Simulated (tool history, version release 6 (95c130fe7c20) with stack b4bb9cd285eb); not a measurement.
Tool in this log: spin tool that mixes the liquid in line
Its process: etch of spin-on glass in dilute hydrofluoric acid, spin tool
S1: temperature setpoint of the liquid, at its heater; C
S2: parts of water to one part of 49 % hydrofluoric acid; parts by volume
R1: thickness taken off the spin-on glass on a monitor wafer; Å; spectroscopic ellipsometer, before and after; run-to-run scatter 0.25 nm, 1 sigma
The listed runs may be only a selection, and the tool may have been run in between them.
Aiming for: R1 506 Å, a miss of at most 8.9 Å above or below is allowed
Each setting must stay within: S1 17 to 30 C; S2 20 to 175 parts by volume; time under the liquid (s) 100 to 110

{"run": 1, "day": 0.0, "S1": 22, "S2": 95, "time under the liquid (s)": 100, "R1": 425.25}
{"run": 2, "day": 0.021, "S1": 22, "S2": 115, "time under the liquid (s)": 100, "R1": 342.78}
{"run": 3, "day": 0.242, "S1": 22, "S2": 115, "time under the liquid (s)": 110, "R1": 375.15}
{"run": 4, "day": 0.512, "S1": 23.5, "S2": 115, "time under the liquid (s)": 110, "R1": 399.23}
{"run": 5, "day": 0.867, "S1": 25, "S2": 115, "time under the liquid (s)": 110, "R1": 423.46}
{"run": 6, "day": 1.025, "S1": 23, "S2": 115, "time under the liquid (s)": 110, "R1": 392.42}
{"run": 7, "day": 1.054, "S1": 27, "S2": 115, "time under the liquid (s)": 110, "R1": 455.54}
{"run": 8, "day": 1.329, "S1": 27.5, "S2": 115, "time under the liquid (s)": 110, "R1": 466.55}
{"run": 9, "day": 1.488, "S1": 28, "S2": 115, "time under the liquid (s)": 110, "R1": 478.14}
{"run": 10, "day": 1.854, "S1": 28.5, "S2": 115, "time under the liquid (s)": 110, "R1": 483.77}
{"run": 11, "day": 2.054, "S1": 29, "S2": 115, "time under the liquid (s)": 110, "R1": 488.14}

Exercise: of the 5 proposed moves below, exactly one satisfies all targets within the stated allowed misses. Which move is it?
{"run": "A", "day": 2.254, "S1": 28.5, "S2": 115, "time under the liquid (s)": 110, "R1": "?"}
{"run": "B", "day": 2.254, "S1": 28.5, "S2": 120, "time under the liquid (s)": 110, "R1": "?"}
{"run": "C", "day": 2.254, "S1": 30, "S2": 115, "time under the liquid (s)": 100, "R1": "?"}
{"run": "D", "day": 2.254, "S1": 28.5, "S2": 110, "time under the liquid (s)": 110, "R1": "?"}
{"run": "E", "day": 2.254, "S1": 30, "S2": 115, "time under the liquid (s)": 105, "R1": "?"}

move=A R1=483.31
move=B R1=460.11
move=C R1=464.64
move=D R1=508.67
move=E R1=487.87
A: moves away from the targets compared with the last run
B: moves away from the targets compared with the last run
C: moves away from the targets compared with the last run
D: every result lands within tolerance
E: about as far from the targets as the last run
D meets every target.
